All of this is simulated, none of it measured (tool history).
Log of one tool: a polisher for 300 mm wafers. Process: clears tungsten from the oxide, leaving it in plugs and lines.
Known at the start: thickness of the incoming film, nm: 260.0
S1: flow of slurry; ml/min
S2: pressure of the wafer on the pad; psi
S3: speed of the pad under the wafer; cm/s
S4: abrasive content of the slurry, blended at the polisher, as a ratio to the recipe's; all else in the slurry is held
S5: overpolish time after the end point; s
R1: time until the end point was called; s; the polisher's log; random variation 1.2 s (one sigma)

| run | hour | S1 | S2 | S3 | S4 | S5 | R1 |
|---|---|---|---|---|---|---|---|
| 1 | 0.0 | 255 | 3.1 | 130 | 1.0 | 30 | 45.209 |
| 2 | 8.1 | 255 | 3.1 | 130 | 1.0 | 30 | 45.305 |
| 3 | 10.2 | 255 | 2.7 | 128 | 1.0 | 30 | 51.725 |
| 4 | 11.9 | 255 | 2.4 | 126 | 1.0 | 30 | 58.535 |
| 5 | 15.3 | 255 | 3.0 | 126 | 1.0 | 30 | 46.617 |
| 6 | 16.7 | 255 | 2.7 | 124 | 1.0 | 30 | 54.307 |

Forecast run 7:
| 7 | 23.2 | 255 | 2.5 | 124 | 1.0 | 30 | ? |

Run 7 gave R1 58.061 s.

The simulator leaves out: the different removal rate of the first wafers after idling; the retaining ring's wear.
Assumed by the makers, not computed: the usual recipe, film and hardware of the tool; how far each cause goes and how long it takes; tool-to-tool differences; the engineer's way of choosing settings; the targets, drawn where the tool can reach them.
